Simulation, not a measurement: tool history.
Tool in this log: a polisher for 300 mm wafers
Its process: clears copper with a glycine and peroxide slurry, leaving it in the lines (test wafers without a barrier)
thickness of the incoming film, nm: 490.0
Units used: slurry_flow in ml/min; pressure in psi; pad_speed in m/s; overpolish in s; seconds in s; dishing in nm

run	hour	slurry_flow	pressure	pad_speed	overpolish	seconds	dishing
1	0.0	190	3.4	0.94	12	85.983	35.610
2	4.5	190	3.4	0.94	14	84.704	40.056
3	13.2	190	3.4	0.84	14	95.161	37.667
4	17.3	190	3.2	0.84	14	100.640	35.784
5	23.6	190	3.2	0.84	12	100.280	32.366
6	31.2	190	3.0	0.84	12	103.800	31.715
7	32.1	190	2.8	0.84	12	112.520	30.299

Forecast run 8:
8	38.0	190	2.7	0.84	12	?	?

Run 8 measured seconds 112.880 s, dishing 29.442 nm.

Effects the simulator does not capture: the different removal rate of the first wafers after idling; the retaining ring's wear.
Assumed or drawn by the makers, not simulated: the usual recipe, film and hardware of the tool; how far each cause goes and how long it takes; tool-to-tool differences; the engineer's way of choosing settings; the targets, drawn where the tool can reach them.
